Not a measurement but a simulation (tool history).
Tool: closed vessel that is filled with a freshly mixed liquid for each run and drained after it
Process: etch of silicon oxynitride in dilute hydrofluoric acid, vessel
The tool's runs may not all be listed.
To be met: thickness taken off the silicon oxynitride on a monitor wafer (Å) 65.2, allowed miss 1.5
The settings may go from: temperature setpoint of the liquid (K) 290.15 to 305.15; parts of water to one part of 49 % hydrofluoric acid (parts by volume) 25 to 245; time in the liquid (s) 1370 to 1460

| run | hour | temperature setpoint of the liquid (K) | parts of water to one part of 49 % hydrofluoric acid (parts by volume) | time in the liquid (s) | thickness taken off the silicon oxynitride on a monitor wafer (Å) |
|---|---|---|---|---|---|
| 1 | 0 | 297.15 | 135 | 1370 | 121.73 |
| 2 | 1.3 | 297.15 | 115 | 1370 | 145.25 |
| 3 | 3.4 | 297.15 | 90 | 1370 | 187.59 |
| 4 | 6.1 | 297.15 | 90 | 1460 | 202.25 |
| 5 | 8.4 | 297.15 | 125 | 1460 | 140.77 |
| 6 | 11.8 | 294.65 | 125 | 1460 | 124.26 |
| 7 | 15.8 | 293.65 | 135 | 1460 | 109.81 |
| 8 | 23.3 | 292.65 | 145 | 1460 | 97.176 |
| 9 | 31.6 | 292.15 | 155 | 1460 | 88.47 |

4 next moves are on the table. One of them brings every result within its allowed miss. Which?
| A | 39.9 | 291.65 | 110 | 1440 | ? |
| B | 39.9 | 290.65 | 110 | 1440 | ? |
| C | 39.9 | 292.15 | 130 | 1370 | ? |
| D | 39.9 | 290.15 | 175 | 1375 | ? |

| move | thickness taken off the silicon oxynitride on a monitor wafer (Å) |
|---|---|
| A | 122.93 |
| B | 116.99 |
| C | 100.04 |
| D | 65.775 |
A: further off than the last run
B: further off than the last run
C: further off than the last run
D: meets every target
Move D is the one to make.
